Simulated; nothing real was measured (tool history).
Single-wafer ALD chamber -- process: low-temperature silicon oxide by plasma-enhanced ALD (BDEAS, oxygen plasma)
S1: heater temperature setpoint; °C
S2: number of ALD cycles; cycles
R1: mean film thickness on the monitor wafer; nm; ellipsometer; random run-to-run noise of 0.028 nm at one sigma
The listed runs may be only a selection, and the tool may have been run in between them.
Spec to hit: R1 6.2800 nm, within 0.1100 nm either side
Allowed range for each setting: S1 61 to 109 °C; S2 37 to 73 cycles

Run 1, hour 0.0: S1 85 °C, S2 55 cycles. Result: R1 7.7086 nm.
Run 2, hour 6.5: S1 90 °C, S2 52 cycles. Result: R1 7.1311 nm.
Run 3, hour 11.6: S1 98 °C, S2 52 cycles. Result: R1 6.8699 nm.
Run 4, hour 15.6: S1 105 °C, S2 52 cycles. Result: R1 6.7554 nm.
Run 5, hour 22.5: S1 109 °C, S2 52 cycles. Result: R1 6.7690 nm.
Run 6, hour 28.5: S1 109 °C, S2 56 cycles. Result: R1 7.2799 nm.
Run 7, hour 29.6: S1 109 °C, S2 54 cycles. Result: R1 7.0587 nm.
Run 8, hour 33.9: S1 109 °C, S2 52 cycles. Result: R1 6.7689 nm.
Run 9, hour 39.8: S1 109 °C, S2 51 cycles. Result: R1 6.6049 nm.
Run 10, hour 41.0: S1 109 °C, S2 50 cycles. Result: R1 6.4739 nm.

Of the 4 settings listed for the next run, only one would bring every result within its allowed miss of target. Which one?
Run A, hour 42.2: S1 109 °C, S2 53 cycles. Result: R1 ?.
Run B, hour 42.2: S1 109 °C, S2 47 cycles. Result: R1 ?.
Run C, hour 42.2: S1 104 °C, S2 48 cycles. Result: R1 ?.
Run D, hour 42.2: S1 108 °C, S2 50 cycles. Result: R1 ?.

move      R1
   A  6.8751
   B  6.0968
   C  6.2894
   D  6.4991
A: misses by more than the last run did
B: takes the biggest miss from the last run beyond its target
C: every result lands within tolerance
D: misses by more than the last run did
C meets every target.
